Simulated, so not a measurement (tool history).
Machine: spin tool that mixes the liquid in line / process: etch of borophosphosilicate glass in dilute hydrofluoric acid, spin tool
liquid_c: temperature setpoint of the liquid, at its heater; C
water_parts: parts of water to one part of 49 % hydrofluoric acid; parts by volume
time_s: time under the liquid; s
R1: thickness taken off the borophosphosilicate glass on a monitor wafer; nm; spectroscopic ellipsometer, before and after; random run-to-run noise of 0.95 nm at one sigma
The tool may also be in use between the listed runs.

run 1 day=0 | liquid_c=24 water_parts=100 time_s=110 | R1=61.83
run 2 day=0.179 | liquid_c=24 water_parts=65 time_s=110 | R1=99.224
run 3 day=0.388 | liquid_c=25.5 water_parts=60 time_s=110 | R1=114.3
run 4 day=0.521 | liquid_c=25.5 water_parts=60 time_s=110 | R1=113.48
run 5 day=0.683 | liquid_c=26.5 water_parts=60 time_s=110 | R1=118.5
run 6 day=1.017 | liquid_c=26.5 water_parts=45 time_s=110 | R1=159.56

For run 7, what comes out?
run 7 day=1.154 | liquid_c=27 water_parts=45 time_s=110 | R1=?

R1: 164.58 nm
